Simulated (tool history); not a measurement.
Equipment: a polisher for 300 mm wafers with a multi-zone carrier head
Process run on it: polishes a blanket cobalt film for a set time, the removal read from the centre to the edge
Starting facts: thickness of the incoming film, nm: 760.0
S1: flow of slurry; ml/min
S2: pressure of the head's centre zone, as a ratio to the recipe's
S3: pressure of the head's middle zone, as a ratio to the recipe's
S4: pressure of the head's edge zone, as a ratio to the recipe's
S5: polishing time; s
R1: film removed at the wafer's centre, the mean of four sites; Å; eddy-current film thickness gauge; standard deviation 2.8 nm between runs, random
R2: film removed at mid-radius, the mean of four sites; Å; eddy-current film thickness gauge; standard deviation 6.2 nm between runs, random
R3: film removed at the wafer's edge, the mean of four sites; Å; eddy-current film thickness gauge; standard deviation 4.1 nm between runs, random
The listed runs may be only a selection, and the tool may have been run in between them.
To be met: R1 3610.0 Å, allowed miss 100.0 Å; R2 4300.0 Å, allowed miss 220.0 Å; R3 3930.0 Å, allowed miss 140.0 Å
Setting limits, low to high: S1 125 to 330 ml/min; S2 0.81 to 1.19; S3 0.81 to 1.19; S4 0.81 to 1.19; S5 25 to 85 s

| run | day | S1 | S2 | S3 | S4 | S5 | R1 | R2 | R3 |
|---|---|---|---|---|---|---|---|---|---|
| 1 | 0.000 | 210 | 1.00 | 1.00 | 1.00 | 55 | 2523.8 | 2523.5 | 2499.8 |
| 2 | 0.083 | 215 | 0.99 | 1.05 | 1.04 | 61 | 2830.3 | 3049.4 | 2800.7 |
| 3 | 0.321 | 215 | 0.99 | 1.01 | 1.04 | 61 | 2770.2 | 2881.8 | 2805.3 |
| 4 | 0.429 | 215 | 0.99 | 1.01 | 1.04 | 70 | 3183.6 | 3346.1 | 3219.3 |
| 5 | 0.475 | 225 | 0.98 | 1.03 | 1.08 | 73 | 3301.9 | 3536.2 | 3436.1 |
| 6 | 0.812 | 225 | 0.97 | 1.06 | 1.10 | 75 | 3402.7 | 3801.7 | 3557.6 |
| 7 | 1.062 | 225 | 0.97 | 1.06 | 1.10 | 75 | 3351.0 | 3756.0 | 3557.4 |
| 8 | 1.225 | 235 | 0.97 | 1.08 | 1.12 | 76 | 3484.2 | 3805.4 | 3638.1 |
|  | 1.421 | worn pad replaced by a new one |
| 9 | 1.421 | 230 | 0.96 | 1.09 | 1.12 | 78 | 3967.0 | 4481.2 | 4257.1 |

5 candidate next runs follow, results not yet known. Just one meets every target within its allowed miss. Identify it.
| A | 1.617 | 240 | 0.95 | 1.14 | 1.15 | 71 | ? | ? | ? |
| B | 1.617 | 270 | 0.97 | 1.09 | 1.07 | 73 | ? | ? | ? |
| C | 1.617 | 200 | 0.99 | 1.19 | 1.05 | 70 | ? | ? | ? |
| D | 1.617 | 230 | 1.01 | 1.12 | 1.11 | 73 | ? | ? | ? |
| E | 1.617 | 250 | 0.97 | 1.17 | 1.04 | 69 | ? | ? | ? |

| move | R1 | R2 | R3 |
|---|---|---|---|
| A | 3638.5 | 4227.3 | 3876.5 |
| B | 3857.2 | 4236.4 | 3882.5 |
| C | 3616.8 | 4228.5 | 3586.5 |
| D | 3907.4 | 4258.7 | 3900.5 |
| E | 3614.6 | 4220.9 | 3592.0 |
A: each result inside its tolerance
B: nearer the targets than the last run, but a result is still out of spec
C: brings the result that was furthest off to its target, and leaves another outside
D: nearer the targets than the last run, but a result is still out of spec
E: brings the result that was furthest off to its target, and leaves another outside
The move that meets every target is A.
